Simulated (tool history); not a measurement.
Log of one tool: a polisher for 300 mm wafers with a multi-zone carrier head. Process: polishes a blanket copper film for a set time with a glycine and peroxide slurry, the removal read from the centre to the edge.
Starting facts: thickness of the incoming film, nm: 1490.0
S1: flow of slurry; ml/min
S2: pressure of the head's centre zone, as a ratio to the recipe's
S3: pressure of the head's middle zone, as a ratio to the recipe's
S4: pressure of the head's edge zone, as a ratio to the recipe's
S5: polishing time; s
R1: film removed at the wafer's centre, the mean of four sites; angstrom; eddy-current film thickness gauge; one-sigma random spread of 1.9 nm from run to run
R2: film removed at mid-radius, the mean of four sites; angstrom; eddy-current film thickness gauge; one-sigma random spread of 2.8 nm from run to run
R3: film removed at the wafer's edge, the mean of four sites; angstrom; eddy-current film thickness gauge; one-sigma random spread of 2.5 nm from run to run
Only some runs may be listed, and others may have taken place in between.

run,hour,S1,S2,S3,S4,S5,R1,R2,R3
1,0,180,1,1,1,62,2631,2619.6,2669.4
2,6,180,1,1.02,0.96,57,2425.5,2513.2,2423.3
3,14.2,180,1.06,1.02,0.96,57,2567.7,2479.2,2428.7
4,19.2,180,1.06,1.1,0.96,57,2516.3,2632.2,2422.8
5,20.8,175,1.05,1.09,0.93,53,2315.2,2380.2,2176.2
6,24.6,165,1.03,1.09,0.9,52,2240.7,2363.7,2143.6
7,30.2,165,1.03,1.09,0.89,50,2214.5,2223.8,1979.2

Predict the results of run 8:
8,35,160,1.01,1.09,0.89,50,?,?,?

R1: 2155.6 angstrom
R2: 2259.1 angstrom
R3: 2044 angstrom

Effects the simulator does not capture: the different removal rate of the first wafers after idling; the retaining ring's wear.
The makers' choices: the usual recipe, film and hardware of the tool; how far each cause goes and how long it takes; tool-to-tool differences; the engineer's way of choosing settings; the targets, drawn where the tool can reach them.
